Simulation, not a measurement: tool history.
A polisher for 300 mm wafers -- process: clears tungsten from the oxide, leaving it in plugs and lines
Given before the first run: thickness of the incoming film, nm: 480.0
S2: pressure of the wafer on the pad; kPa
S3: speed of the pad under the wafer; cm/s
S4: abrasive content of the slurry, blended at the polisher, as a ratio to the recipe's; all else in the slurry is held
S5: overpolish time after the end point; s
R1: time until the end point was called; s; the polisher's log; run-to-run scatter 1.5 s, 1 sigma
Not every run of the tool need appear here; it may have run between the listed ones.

run 1 hour=0 | flow_of_slurry_(ml/min)=220 S2=17.9 S3=104 S4=1 S5=7 | R1=141.84
run 2 hour=7.9 | flow_of_slurry_(ml/min)=220 S2=17.9 S3=84 S4=1 S5=7 | R1=163.23
run 3 hour=14.2 | flow_of_slurry_(ml/min)=220 S2=17.9 S3=84 S4=1 S5=7 | R1=163.31
run 4 hour=17.9 | flow_of_slurry_(ml/min)=220 S2=14.5 S3=84 S4=1 S5=7 | R1=203.05
run 5 hour=20.3 | flow_of_slurry_(ml/min)=195 S2=14.5 S3=84 S4=1 S5=7 | R1=201.17
run 6 hour=23.2 | flow_of_slurry_(ml/min)=195 S2=14.5 S3=84 S4=1 S5=7 | R1=199.36
run 7 hour=25.8 | flow_of_slurry_(ml/min)=200 S2=19.3 S3=110 S4=1.05 S5=7 | R1=123.26
run 8 hour=26.4 | flow_of_slurry_(ml/min)=200 S2=20 S3=110 S4=1.05 S5=7 | R1=121.23
run 9 hour=27.3 | flow_of_slurry_(ml/min)=200 S2=20.7 S3=110 S4=1.05 S5=7 | R1=115.41
run 10 hour=31.7 | flow_of_slurry_(ml/min)=200 S2=21.4 S3=110 S4=1.05 S5=7 | R1=111.87
run 11 hour=34.3 | flow_of_slurry_(ml/min)=200 S2=21.4 S3=110 S4=1.05 S5=7 | R1=112.81
run 12 hour=43 | flow_of_slurry_(ml/min)=200 S2=22.1 S3=110 S4=1.05 S5=7 | R1=107.73

Estimate the outcome of run 13 from the log above:
run 13 hour=46.1 | flow_of_slurry_(ml/min)=200 S2=22.1 S3=110 S4=1.05 S5=7 | R1=?

Run 13 yielded R1 109.73 s.
